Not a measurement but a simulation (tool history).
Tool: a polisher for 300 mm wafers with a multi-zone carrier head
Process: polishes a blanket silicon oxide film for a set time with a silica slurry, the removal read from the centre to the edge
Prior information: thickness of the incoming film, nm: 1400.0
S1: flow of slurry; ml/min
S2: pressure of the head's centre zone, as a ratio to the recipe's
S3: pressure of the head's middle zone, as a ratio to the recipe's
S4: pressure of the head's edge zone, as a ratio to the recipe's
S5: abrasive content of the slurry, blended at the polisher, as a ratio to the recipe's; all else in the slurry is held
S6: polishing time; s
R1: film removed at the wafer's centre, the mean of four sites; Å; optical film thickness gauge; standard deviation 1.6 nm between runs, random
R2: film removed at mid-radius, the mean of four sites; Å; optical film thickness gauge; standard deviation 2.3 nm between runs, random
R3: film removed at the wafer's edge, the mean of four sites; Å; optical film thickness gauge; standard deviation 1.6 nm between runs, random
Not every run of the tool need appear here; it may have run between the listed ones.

run	day	S1	S2	S3	S4	S5	S6	R1	R2	R3
1	0	230	1	1	1	1	58	2858.4	2763.2	2918
2	0.021	225	1	1	0.97	0.95	58	2792.1	2701.6	2842
3	0.171	195	1	1	0.97	0.95	58	2742	2640.4	2786.1
4	0.308	195	1	1	1.02	0.95	58	2712.4	2681	2789.4
5	0.358	195	0.91	1	1.02	0.95	58	2493.4	2647.5	2840
6	0.692	195	0.84	1	1.02	0.95	58	2360	2684.3	2874.5
7	0.85	175	0.94	0.97	0.92	0.75	58	2313.6	2351.6	2494.1
8	0.962	175	0.95	0.98	0.91	0.75	58	2343.7	2366.2	2480.4

The next listed run, before its measurement:
9	1.029	175	0.96	0.99	0.9	0.75	58	?	?	?

R1: 2362.1 Å
R2: 2347.5 Å
R3: 2468.3 Å
